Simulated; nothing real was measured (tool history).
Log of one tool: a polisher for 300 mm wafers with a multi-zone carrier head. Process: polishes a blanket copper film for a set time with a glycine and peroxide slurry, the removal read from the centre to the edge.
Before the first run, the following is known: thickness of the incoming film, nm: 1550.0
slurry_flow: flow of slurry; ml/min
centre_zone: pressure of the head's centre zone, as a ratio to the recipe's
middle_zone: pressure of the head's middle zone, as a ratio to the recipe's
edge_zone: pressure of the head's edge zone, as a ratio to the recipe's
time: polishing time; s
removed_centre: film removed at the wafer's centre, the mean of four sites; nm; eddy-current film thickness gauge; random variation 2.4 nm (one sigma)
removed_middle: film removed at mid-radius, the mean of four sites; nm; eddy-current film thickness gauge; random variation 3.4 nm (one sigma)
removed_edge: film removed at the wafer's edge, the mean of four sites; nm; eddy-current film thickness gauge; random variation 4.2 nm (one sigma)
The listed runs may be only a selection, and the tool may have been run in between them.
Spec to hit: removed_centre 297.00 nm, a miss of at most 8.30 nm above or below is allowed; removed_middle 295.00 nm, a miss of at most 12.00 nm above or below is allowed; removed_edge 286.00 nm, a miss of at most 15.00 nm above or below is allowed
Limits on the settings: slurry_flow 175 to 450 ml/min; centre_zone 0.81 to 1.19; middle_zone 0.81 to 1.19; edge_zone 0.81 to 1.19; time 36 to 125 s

| run | hour | slurry_flow | centre_zone | middle_zone | edge_zone | time | removed_centre | removed_middle | removed_edge |
|---|---|---|---|---|---|---|---|---|---|
| 1 | 0.0 | 290 | 1.00 | 1.00 | 1.00 | 80 | 390.10 | 397.95 | 385.24 |
| 2 | 5.4 | 340 | 1.00 | 1.00 | 1.00 | 80 | 391.90 | 401.24 | 401.40 |
| 3 | 6.6 | 285 | 1.00 | 1.00 | 1.00 | 80 | 390.46 | 401.35 | 394.47 |
| 4 | 10.3 | 280 | 1.00 | 0.99 | 0.99 | 78 | 384.63 | 379.67 | 375.73 |
| 5 | 18.1 | 280 | 1.00 | 1.04 | 0.99 | 78 | 378.49 | 393.23 | 376.05 |
| 6 | 25.8 | 280 | 1.00 | 1.04 | 0.90 | 78 | 379.74 | 390.72 | 365.70 |
| 7 | 29.4 | 275 | 0.99 | 1.03 | 0.89 | 76 | 370.99 | 379.33 | 348.44 |
| 8 | 36.3 | 275 | 0.98 | 1.02 | 0.89 | 75 | 361.16 | 370.08 | 349.86 |
| 9 | 37.0 | 270 | 0.98 | 1.02 | 0.88 | 74 | 350.91 | 376.35 | 337.11 |
| 10 | 44.2 | 275 | 0.98 | 1.01 | 0.89 | 72 | 341.76 | 353.00 | 327.58 |

Exactly one of the 4 candidate moves below puts every result within its allowed miss. Which one?
| A | 51.4 | 270 | 0.99 | 0.97 | 0.96 | 61 | ? | ? | ? |
| B | 51.4 | 220 | 0.94 | 1.08 | 0.82 | 65 | ? | ? | ? |
| C | 51.4 | 220 | 1.11 | 0.92 | 0.85 | 62 | ? | ? | ? |
| D | 51.4 | 280 | 1.06 | 1.03 | 0.90 | 80 | ? | ? | ? |

| move | removed_centre | removed_middle | removed_edge |
|---|---|---|---|
| A | 296.90 | 289.68 | 291.17 |
| B | 301.11 | 329.36 | 285.66 |
| C | 322.81 | 280.05 | 277.34 |
| D | 409.86 | 397.34 | 370.94 |
A: hits every target within its allowed miss
B: gets the furthest-off result to its target, but another result is out of tolerance
C: nearer the targets than the last run, but a result is still out of spec
D: moves away from the targets compared with the last run
The right move is A.

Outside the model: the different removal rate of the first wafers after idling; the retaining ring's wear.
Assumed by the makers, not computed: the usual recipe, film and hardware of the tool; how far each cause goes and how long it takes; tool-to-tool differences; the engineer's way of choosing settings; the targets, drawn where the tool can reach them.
